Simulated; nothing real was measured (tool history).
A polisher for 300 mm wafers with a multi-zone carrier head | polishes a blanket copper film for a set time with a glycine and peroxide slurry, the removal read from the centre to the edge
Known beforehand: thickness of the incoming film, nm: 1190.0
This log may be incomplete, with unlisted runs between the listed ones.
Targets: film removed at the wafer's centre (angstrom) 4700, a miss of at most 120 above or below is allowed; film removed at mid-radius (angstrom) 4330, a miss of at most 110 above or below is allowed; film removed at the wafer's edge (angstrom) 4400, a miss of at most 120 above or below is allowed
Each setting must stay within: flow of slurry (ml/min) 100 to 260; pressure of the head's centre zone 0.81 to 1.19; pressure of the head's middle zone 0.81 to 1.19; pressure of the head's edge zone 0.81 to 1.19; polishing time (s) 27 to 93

| run | hour | flow of slurry (ml/min) | pressure of the head's centre zone | pressure of the head's middle zone | pressure of the head's edge zone | polishing time (s) | film removed at the wafer's centre (angstrom) | film removed at mid-radius (angstrom) | film removed at the wafer's edge (angstrom) |
|---|---|---|---|---|---|---|---|---|---|
| 1 | 0 | 165 | 1 | 1 | 1 | 59 | 3328.6 | 3219.9 | 3199.3 |
| 2 | 5.7 | 165 | 1 | 1 | 1 | 73 | 4150.4 | 4012.7 | 4018.8 |
| 3 | 6.4 | 165 | 1 | 1.06 | 1 | 73 | 4157.4 | 4145.1 | 4018.3 |
| 4 | 11.4 | 180 | 1.01 | 1.05 | 1.02 | 73 | 4294.4 | 4165.8 | 4048 |
| 5 | 19 | 180 | 1.01 | 1.05 | 0.98 | 73 | 4286.9 | 4158.5 | 4013 |
| 6 | 23.1 | 135 | 1.01 | 1.05 | 0.98 | 73 | 3993.5 | 3924.1 | 3861.7 |
| 7 | 29.9 | 155 | 1.02 | 1.04 | 1.01 | 73 | 4130.4 | 4057.7 | 3903.2 |
| 8 | 31 | 175 | 1.06 | 0.96 | 1.11 | 78 | 4770.8 | 4236.2 | 4566.3 |

Below are 4 possible settings for the next run. Only one of them brings all results inside the allowed miss of their targets. Which is it?
| A | 32.1 | 185 | 1 | 0.99 | 1.13 | 81 | ? | ? | ? |
| B | 32.1 | 170 | 1.05 | 1 | 1.04 | 79 | ? | ? | ? |
| C | 32.1 | 200 | 1.1 | 1.19 | 0.99 | 72 | ? | ? | ? |
| D | 32.1 | 165 | 1.01 | 1.03 | 1.07 | 78 | ? | ? | ? |

| move | film removed at the wafer's centre (angstrom) | film removed at mid-radius (angstrom) | film removed at the wafer's edge (angstrom) |
|---|---|---|---|
| A | 4699.6 | 4494.1 | 4800.9 |
| B | 4734.7 | 4344.4 | 4441.7 |
| C | 4668.1 | 4545 | 4025.8 |
| D | 4467.6 | 4344.9 | 4428.2 |
A: lands further from the targets than the last run did
B: all results land within tolerance of their targets
C: takes the result that was furthest off past its target
D: gets the furthest-off result to its target, but another result is out of tolerance
The move that meets every target is B.

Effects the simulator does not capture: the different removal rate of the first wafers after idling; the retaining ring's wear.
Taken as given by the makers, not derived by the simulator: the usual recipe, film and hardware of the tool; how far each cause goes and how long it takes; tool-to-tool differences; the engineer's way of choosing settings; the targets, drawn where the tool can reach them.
